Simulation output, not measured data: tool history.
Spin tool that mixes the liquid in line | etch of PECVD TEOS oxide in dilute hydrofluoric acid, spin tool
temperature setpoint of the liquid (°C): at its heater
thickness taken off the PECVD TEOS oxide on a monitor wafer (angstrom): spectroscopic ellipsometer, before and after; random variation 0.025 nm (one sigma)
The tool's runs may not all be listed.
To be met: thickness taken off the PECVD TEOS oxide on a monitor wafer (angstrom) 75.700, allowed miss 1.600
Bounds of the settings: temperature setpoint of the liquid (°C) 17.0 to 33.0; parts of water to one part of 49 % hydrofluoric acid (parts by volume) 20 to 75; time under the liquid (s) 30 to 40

run	day	temperature setpoint of the liquid (°C)	parts of water to one part of 49 % hydrofluoric acid (parts by volume)	time under the liquid (s)	thickness taken off the PECVD TEOS oxide on a monitor wafer (angstrom)
1	0.000	25.0	45	40	127.680
2	0.225	25.0	35	40	167.630
3	0.346	24.0	35	40	160.890
4	0.371	23.0	35	40	154.100
5	0.438	23.0	35	30	115.220
6	0.812	20.5	35	30	103.200
7	1.033	17.0	45	30	68.583
8	1.246	18.0	45	30	71.828
9	1.321	18.5	45	30	73.654

4 next moves are on the table. One of them brings every result within its allowed miss. Which?
A	1.396	18.0	45	30	?
B	1.396	22.0	50	30	?
C	1.396	17.0	45	35	?
D	1.396	17.0	50	35	?

move	thickness taken off the PECVD TEOS oxide on a monitor wafer (angstrom)
A	71.959
B	76.318
C	80.382
D	71.941
A: further off than the last run
B: meets every target
C: takes the result that was furthest off past its target
D: further off than the last run
The right move is B.
